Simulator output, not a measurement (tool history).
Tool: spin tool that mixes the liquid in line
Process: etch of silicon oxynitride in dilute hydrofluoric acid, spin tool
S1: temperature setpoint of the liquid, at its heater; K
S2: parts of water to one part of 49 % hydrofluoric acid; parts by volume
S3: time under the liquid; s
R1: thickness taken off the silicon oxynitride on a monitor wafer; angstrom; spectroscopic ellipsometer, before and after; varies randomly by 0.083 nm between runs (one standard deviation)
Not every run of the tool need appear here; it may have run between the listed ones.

run    day      S1   S2   S3      R1
  1  0.000  295.15  125  325  32.488
  2  0.183  296.15  115  325  36.414
  3  0.308  297.15  105  325  42.926
  4  0.450  297.15  105  325  42.481
  5  0.679  297.15  120  325  37.121
  6  0.946  297.15  140  325  31.512
  7  1.246  298.15  130  325  35.534
  8  1.492  298.65  120  325  39.361
  9  1.621  299.15  110  325  45.636
 10  1.925  299.65  105  325  48.294

The next listed run, before its measurement:
 11  2.162  303.15  65  325   ?

Logged for run 11: R1 94.514 angstrom.
